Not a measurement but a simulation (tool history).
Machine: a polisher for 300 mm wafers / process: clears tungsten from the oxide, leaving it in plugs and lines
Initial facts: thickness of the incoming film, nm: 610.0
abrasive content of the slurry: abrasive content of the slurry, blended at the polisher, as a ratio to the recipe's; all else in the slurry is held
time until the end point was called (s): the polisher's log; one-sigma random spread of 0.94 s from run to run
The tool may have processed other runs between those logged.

| run | day | flow of slurry (ml/min) | pressure of the wafer on the pad (kPa) | speed of the pad under the wafer (m/s) | abrasive content of the slurry | overpolish time after the end point (s) | time until the end point was called (s) |
|---|---|---|---|---|---|---|---|
| 1 | 0.000 | 285 | 32.4 | 1.40 | 1.0 | 38 | 74.979 |
| 2 | 0.175 | 285 | 29.0 | 1.40 | 1.0 | 38 | 79.448 |
| 3 | 0.325 | 215 | 29.0 | 1.40 | 1.0 | 38 | 81.877 |
| 4 | 0.508 | 215 | 35.9 | 1.40 | 1.0 | 38 | 70.247 |
| 5 | 0.679 | 215 | 35.9 | 1.40 | 0.8 | 38 | 74.645 |
| 6 | 0.821 | 215 | 35.9 | 1.40 | 0.8 | 38 | 74.417 |

Estimate the outcome of run 7 from the log above:
| 7 | 0.967 | 215 | 31.0 | 1.40 | 0.8 | 38 | ? |

time until the end point was called (s): 84.568
